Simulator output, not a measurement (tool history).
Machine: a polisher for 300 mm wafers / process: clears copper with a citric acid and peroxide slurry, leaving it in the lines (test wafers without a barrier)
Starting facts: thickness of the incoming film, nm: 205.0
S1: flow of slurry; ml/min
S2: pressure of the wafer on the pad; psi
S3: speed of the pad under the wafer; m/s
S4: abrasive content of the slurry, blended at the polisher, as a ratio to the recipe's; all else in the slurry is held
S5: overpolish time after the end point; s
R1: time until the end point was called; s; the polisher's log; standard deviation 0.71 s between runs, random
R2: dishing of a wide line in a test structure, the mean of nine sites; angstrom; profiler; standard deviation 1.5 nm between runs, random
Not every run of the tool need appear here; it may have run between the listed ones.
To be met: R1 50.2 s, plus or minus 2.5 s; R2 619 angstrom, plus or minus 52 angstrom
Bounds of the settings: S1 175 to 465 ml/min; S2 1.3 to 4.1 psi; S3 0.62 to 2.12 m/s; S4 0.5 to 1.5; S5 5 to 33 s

| run | hour | S1 | S2 | S3 | S4 | S5 | R1 | R2 |
|---|---|---|---|---|---|---|---|---|
| 1 | 0 | 295 | 2.7 | 1.36 | 1 | 17 | 64.641 | 356.48 |
| 2 | 5.5 | 295 | 2.9 | 1.36 | 1 | 19 | 58.451 | 420.27 |
| 3 | 12.3 | 295 | 2.9 | 1.36 | 0.9 | 19 | 62.098 | 416.58 |
| 4 | 21.2 | 295 | 3.1 | 1.36 | 0.9 | 20 | 58.475 | 458.13 |
| 5 | 22.8 | 295 | 3.1 | 1.36 | 0.9 | 25 | 59.402 | 530.59 |
| 6 | 24.4 | 235 | 3.1 | 1.36 | 0.9 | 25 | 60.265 | 531.75 |
| 7 | 25.8 | 235 | 3.2 | 1.36 | 0.9 | 25 | 60.524 | 536.44 |
| 8 | 33.8 | 255 | 3.3 | 1.36 | 0.9 | 25 | 59.11 | 578.47 |
| 9 | 35.6 | 260 | 3.4 | 1.38 | 0.9 | 24 | 56.311 | 569.2 |
| 10 | 37.6 | 265 | 3.5 | 1.38 | 0.9 | 24 | 53.131 | 583.87 |
| 11 | 43.8 | 270 | 3.5 | 1.38 | 0.9 | 24 | 54.451 | 584.15 |

Next run, 5 choices. One meets every target within its allowed miss, the rest don't. Which?
| A | 50 | 260 | 3.4 | 1.38 | 0.85 | 22 | ? | ? |
| B | 50 | 325 | 3.4 | 1.66 | 0.9 | 17 | ? | ? |
| C | 50 | 240 | 4.1 | 1.48 | 0.85 | 16 | ? | ? |
| D | 50 | 205 | 3.4 | 1.64 | 0.75 | 24 | ? | ? |
| E | 50 | 250 | 3.6 | 1.62 | 1.05 | 16 | ? | ? |

| move | R1 | R2 |
|---|---|---|
| A | 56.346 | 510.46 |
| B | 45.882 | 488.32 |
| C | 45.575 | 470.67 |
| D | 51.149 | 593.4 |
| E | 43.412 | 487.57 |
A: the biggest miss grows against the last run
B: pushes the last run's worst result past its target
C: pushes the last run's worst result past its target
D: all results land within tolerance of their targets
E: pushes the last run's worst result past its target
Move D is the one to make.
